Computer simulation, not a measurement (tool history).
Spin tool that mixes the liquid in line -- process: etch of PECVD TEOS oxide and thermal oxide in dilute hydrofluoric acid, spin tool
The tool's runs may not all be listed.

run,hour,temperature setpoint of the liquid (K),parts of water to one part of 49 % hydrofluoric acid (parts by volume),time under the liquid (s),thickness taken off the PECVD TEOS oxide on a monitor wafer (nm),thickness taken off the thermal oxide on a monitor wafer (nm)
1,0,296.15,160,180,15.459,4.492
2,3.9,297.15,160,180,15.885,4.6339
3,8.3,297.15,160,240,21.261,6.1759
4,14.7,297.15,160,280,24.316,7.2727
5,15.6,295.65,160,280,23.04,6.9422
6,22.7,295.65,160,320,26.846,7.8447

Run 7 has not been measured yet. What should we expect?
7,30.3,295.65,160,320,?,?

{"run 7": {"thickness taken off the PECVD TEOS oxide on a monitor wafer (nm)": 26.429, "thickness taken off the thermal oxide on a monitor wafer (nm)": 7.9402}}

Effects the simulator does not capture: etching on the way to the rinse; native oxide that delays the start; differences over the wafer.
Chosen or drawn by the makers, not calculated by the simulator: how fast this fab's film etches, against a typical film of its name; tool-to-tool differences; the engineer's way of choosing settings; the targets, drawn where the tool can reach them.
